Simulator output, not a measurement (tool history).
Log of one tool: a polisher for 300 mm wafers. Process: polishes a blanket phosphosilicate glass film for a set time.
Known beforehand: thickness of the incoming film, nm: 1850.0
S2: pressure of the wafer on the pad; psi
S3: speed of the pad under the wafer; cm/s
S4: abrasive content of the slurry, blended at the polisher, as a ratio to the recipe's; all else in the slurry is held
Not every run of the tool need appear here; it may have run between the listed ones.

Run 1, hour 0.0: flow of slurry (ml/min) 265, S2 4.1 psi, S3 94 cm/s, S4 1.00, polishing time (s) 33. Result: film removed (nm) 333.75.
Run 2, hour 3.8: flow of slurry (ml/min) 265, S2 3.4 psi, S3 94 cm/s, S4 1.00, polishing time (s) 33. Result: film removed (nm) 283.73.
Run 3, hour 11.1: flow of slurry (ml/min) 265, S2 2.9 psi, S3 94 cm/s, S4 1.00, polishing time (s) 33. Result: film removed (nm) 253.25.
Run 4, hour 19.5: flow of slurry (ml/min) 265, S2 2.9 psi, S3 94 cm/s, S4 0.85, polishing time (s) 33. Result: film removed (nm) 219.67.
Run 5, hour 24.0: flow of slurry (ml/min) 265, S2 2.9 psi, S3 80 cm/s, S4 0.85, polishing time (s) 33. Result: film removed (nm) 206.44.
Run 6, hour 26.2: flow of slurry (ml/min) 265, S2 2.9 psi, S3 80 cm/s, S4 0.95, polishing time (s) 33. Result: film removed (nm) 222.05.

Run 7 is up next; what results do you expect?
Run 7, hour 28.5: flow of slurry (ml/min) 265, S2 2.7 psi, S3 80 cm/s, S4 0.95, polishing time (s) 33. Result: film removed (nm) ?.

film removed (nm): 210.52
